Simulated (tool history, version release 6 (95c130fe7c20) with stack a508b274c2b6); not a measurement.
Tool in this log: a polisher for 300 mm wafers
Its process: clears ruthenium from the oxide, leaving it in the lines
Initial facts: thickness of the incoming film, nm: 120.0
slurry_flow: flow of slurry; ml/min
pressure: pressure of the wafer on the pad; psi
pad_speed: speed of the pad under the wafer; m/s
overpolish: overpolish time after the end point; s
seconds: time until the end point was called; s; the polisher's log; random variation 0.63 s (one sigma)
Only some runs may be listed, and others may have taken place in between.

| run | day | slurry_flow | pressure | pad_speed | overpolish | seconds |
|---|---|---|---|---|---|---|
| 1 | 0.000 | 210 | 2.7 | 1.24 | 13 | 56.341 |
| 2 | 0.129 | 210 | 2.6 | 1.24 | 13 | 59.672 |
| 3 | 0.308 | 210 | 3.1 | 1.24 | 13 | 50.847 |
| 4 | 0.642 | 210 | 2.8 | 1.24 | 13 | 55.269 |
| 5 | 0.962 | 160 | 2.8 | 1.24 | 13 | 57.482 |
| 6 | 1.029 | 160 | 2.8 | 1.24 | 13 | 57.167 |
| 7 | 1.400 | 160 | 2.7 | 1.24 | 13 | 59.429 |

Run 8 is up next; what results do you expect?
| 8 | 1.433 | 155 | 2.0 | 1.22 | 13 | ? |

{"run 8": {"seconds": 79.114}}
